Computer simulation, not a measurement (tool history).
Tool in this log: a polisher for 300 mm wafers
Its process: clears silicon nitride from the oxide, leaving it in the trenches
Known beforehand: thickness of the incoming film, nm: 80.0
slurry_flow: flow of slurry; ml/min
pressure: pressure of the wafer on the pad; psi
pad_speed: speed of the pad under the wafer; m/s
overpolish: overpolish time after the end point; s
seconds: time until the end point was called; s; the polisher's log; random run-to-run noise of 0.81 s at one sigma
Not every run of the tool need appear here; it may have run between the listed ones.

run  hour  slurry_flow  pressure  pad_speed  overpolish  seconds
  1   0.0          205       2.2       1.18          46  101.200
  2   8.1          205       1.7       1.18          46  133.220
  3  15.1          205       1.7       1.06          46  144.690
  4  18.2          205       1.9       1.06          46  131.950
  5  25.8          225       1.9       1.06          46  125.520
  6  32.8          230       2.0       1.06          46  119.200
  7  37.2          235       2.1       1.06          46  112.910
  8  44.7          240       2.2       1.06          46  112.660
  9  47.1          240       2.8       1.22          46   76.431
 10  55.4          240       3.0       1.22          46   71.569

Run 11 is up next; what results do you expect?
 11  64.2          245       3.1       1.22          46        ?

Run 11 produced seconds 68.760 s.
